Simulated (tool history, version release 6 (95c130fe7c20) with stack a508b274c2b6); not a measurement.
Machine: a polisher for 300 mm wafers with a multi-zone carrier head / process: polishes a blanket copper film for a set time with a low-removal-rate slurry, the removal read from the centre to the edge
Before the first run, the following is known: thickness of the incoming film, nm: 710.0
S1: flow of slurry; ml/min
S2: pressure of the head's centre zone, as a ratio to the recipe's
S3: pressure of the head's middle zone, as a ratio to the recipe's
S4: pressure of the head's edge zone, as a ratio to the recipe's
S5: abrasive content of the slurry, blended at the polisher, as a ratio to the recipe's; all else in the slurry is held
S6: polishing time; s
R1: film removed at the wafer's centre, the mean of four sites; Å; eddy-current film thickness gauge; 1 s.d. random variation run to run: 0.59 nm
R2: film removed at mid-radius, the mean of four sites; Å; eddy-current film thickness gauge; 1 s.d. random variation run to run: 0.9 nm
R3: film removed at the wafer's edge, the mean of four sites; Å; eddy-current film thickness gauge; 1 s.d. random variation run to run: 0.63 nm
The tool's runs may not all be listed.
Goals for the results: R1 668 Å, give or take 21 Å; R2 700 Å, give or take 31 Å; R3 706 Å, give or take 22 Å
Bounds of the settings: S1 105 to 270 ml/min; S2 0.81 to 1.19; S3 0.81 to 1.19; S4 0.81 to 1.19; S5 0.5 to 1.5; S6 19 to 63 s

| run | day | S1 | S2 | S3 | S4 | S5 | S6 | R1 | R2 | R3 |
|---|---|---|---|---|---|---|---|---|---|---|
| 1 | 0 | 175 | 1 | 1 | 1 | 1 | 41 | 797 | 820.03 | 794.68 |
| 2 | 0.329 | 170 | 0.99 | 0.99 | 0.99 | 0.95 | 41 | 784.05 | 801.5 | 759.16 |
| 3 | 0.646 | 170 | 0.99 | 0.91 | 0.99 | 0.95 | 41 | 780.71 | 763.1 | 779.23 |
| 4 | 0.962 | 165 | 0.98 | 0.91 | 0.98 | 0.95 | 41 | 764.97 | 747.15 | 762.22 |
| 5 | 1.046 | 165 | 0.98 | 0.91 | 0.94 | 0.95 | 41 | 783.28 | 738.53 | 743.3 |
| 6 | 1.142 | 160 | 0.97 | 0.91 | 0.94 | 0.95 | 41 | 763.59 | 749.68 | 741.72 |
| 7 | 1.475 | 155 | 0.96 | 0.9 | 0.94 | 0.95 | 41 | 743.01 | 740.89 | 741.97 |
| 8 | 1.712 | 150 | 0.95 | 0.9 | 0.94 | 0.95 | 41 | 725.56 | 733.02 | 742.77 |
| 9 | 1.838 | 145 | 0.95 | 0.9 | 0.94 | 0.95 | 41 | 727.5 | 741.33 | 742.16 |
| 10 | 2.067 | 145 | 0.94 | 0.89 | 0.94 | 0.95 | 41 | 722.06 | 736.05 | 743.5 |
| 11 | 2.208 | 140 | 0.94 | 0.89 | 0.94 | 0.95 | 41 | 700.27 | 733.44 | 732.3 |
| 12 | 2.412 | 135 | 0.94 | 0.89 | 0.94 | 0.95 | 41 | 709.01 | 707.99 | 733.72 |

Exercise: of the 4 proposed moves below, exactly one satisfies all targets within the stated allowed misses. Which move is it?
| A | 2.617 | 155 | 0.99 | 0.88 | 0.92 | 1.1 | 39 | ? | ? | ? |
| B | 2.617 | 160 | 0.97 | 0.88 | 0.89 | 1 | 40 | ? | ? | ? |
| C | 2.617 | 110 | 0.87 | 0.9 | 0.92 | 0.75 | 43 | ? | ? | ? |
| D | 2.617 | 105 | 0.94 | 0.95 | 0.96 | 1.2 | 38 | ? | ? | ? |

| move | R1 | R2 | R3 |
|---|---|---|---|
| A | 751.86 | 718.5 | 718.63 |
| B | 743.13 | 723.85 | 712.71 |
| C | 622.07 | 688.06 | 690.39 |
| D | 656.4 | 698.2 | 691.67 |
A: its largest miss is bigger than the last run's
B: its largest miss is bigger than the last run's
C: takes the result that was furthest off past its target
D: every result within its allowed miss
Correct choice: D, which meets every target
